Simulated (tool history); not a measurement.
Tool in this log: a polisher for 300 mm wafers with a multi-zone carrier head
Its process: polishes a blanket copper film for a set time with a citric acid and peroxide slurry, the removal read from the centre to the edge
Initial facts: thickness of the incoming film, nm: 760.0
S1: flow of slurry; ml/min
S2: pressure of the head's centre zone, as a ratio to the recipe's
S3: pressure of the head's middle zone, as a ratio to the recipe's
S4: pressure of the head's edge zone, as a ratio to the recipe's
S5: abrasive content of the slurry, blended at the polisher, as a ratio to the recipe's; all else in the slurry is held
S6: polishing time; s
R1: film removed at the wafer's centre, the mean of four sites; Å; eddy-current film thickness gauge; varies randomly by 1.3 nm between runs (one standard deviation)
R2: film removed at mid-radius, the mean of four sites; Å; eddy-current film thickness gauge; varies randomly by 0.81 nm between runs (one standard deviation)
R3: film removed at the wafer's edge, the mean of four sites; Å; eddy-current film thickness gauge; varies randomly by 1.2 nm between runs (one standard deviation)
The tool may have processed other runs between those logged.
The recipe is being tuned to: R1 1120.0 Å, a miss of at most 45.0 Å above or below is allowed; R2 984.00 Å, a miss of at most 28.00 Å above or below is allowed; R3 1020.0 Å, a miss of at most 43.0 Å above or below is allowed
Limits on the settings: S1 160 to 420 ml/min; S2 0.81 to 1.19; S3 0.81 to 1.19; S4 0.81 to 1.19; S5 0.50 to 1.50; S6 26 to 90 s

Run 1, hour 0.0: S1 270 ml/min, S2 1.00, S3 1.00, S4 1.00, S5 1.00, S6 58 s. Result: R1 1800.0 Å, R2 1782.70 Å, R3 1669.5 Å.
Run 2, hour 8.4: S1 260 ml/min, S2 0.99, S3 0.95, S4 0.97, S5 0.85, S6 52 s. Result: R1 1561.8 Å, R2 1497.00 Å, R3 1455.9 Å.
Run 3, hour 14.0: S1 255 ml/min, S2 0.99, S3 0.92, S4 0.94, S5 0.75, S6 47 s. Result: R1 1359.1 Å, R2 1296.00 Å, R3 1272.3 Å.
Run 4, hour 18.3: S1 255 ml/min, S2 0.99, S3 0.96, S4 0.94, S5 0.75, S6 47 s. Result: R1 1336.4 Å, R2 1347.30 Å, R3 1289.6 Å.
Run 5, hour 22.9: S1 310 ml/min, S2 0.99, S3 0.96, S4 0.94, S5 0.75, S6 47 s. Result: R1 1396.7 Å, R2 1366.10 Å, R3 1292.3 Å.
Run 6, hour 24.6: S1 310 ml/min, S2 0.99, S3 0.96, S4 0.94, S5 0.75, S6 39 s. Result: R1 1166.6 Å, R2 1141.70 Å, R3 1066.5 Å.
Run 7, hour 27.8: S1 310 ml/min, S2 0.99, S3 0.92, S4 0.94, S5 0.70, S6 38 s. Result: R1 1108.7 Å, R2 1063.60 Å, R3 1030.1 Å.
Run 8, hour 32.6: S1 310 ml/min, S2 1.00, S3 0.90, S4 0.95, S5 0.70, S6 38 s. Result: R1 1113.5 Å, R2 1037.80 Å, R3 1048.6 Å.
Run 9, hour 36.5: S1 315 ml/min, S2 1.01, S3 0.89, S4 0.94, S5 0.70, S6 38 s. Result: R1 1160.2 Å, R2 1025.80 Å, R3 1043.3 Å.
Run 10, hour 42.3: S1 315 ml/min, S2 1.01, S3 0.88, S4 0.94, S5 0.70, S6 38 s. Result: R1 1143.1 Å, R2 1019.60 Å, R3 1031.0 Å.
Run 11, hour 44.5: S1 315 ml/min, S2 1.01, S3 0.88, S4 0.94, S5 0.70, S6 38 s. Result: R1 1126.3 Å, R2 1034.80 Å, R3 1017.2 Å.

Pick the move, out of 4, that brings all results within their allowed miss; only one does.
Run A, hour 46.7: S1 255 ml/min, S2 1.01, S3 0.89, S4 0.99, S5 0.65, S6 40 s. Result: R1 ?, R2 ?, R3 ?.
Run B, hour 46.7: S1 330 ml/min, S2 0.99, S3 0.95, S4 0.84, S5 0.60, S6 40 s. Result: R1 ?, R2 ?, R3 ?.
Run C, hour 46.7: S1 350 ml/min, S2 0.95, S3 0.96, S4 0.98, S5 1.00, S6 35 s. Result: R1 ?, R2 ?, R3 ?.
Run D, hour 46.7: S1 285 ml/min, S2 1.02, S3 0.87, S4 0.94, S5 0.55, S6 39 s. Result: R1 ?, R2 ?, R3 ?.

move      R1       R2      R3
   A  1148.1  1039.20  1087.5
   B  1150.4  1118.30  1023.7
   C  1039.4  1062.00  1029.1
   D  1124.9   988.08  1026.4
A: lands further from the targets than the last run did
B: lands further from the targets than the last run did
C: lands further from the targets than the last run did
D: hits every target within its allowed miss
So the answer is move D, the one that meets all the targets.
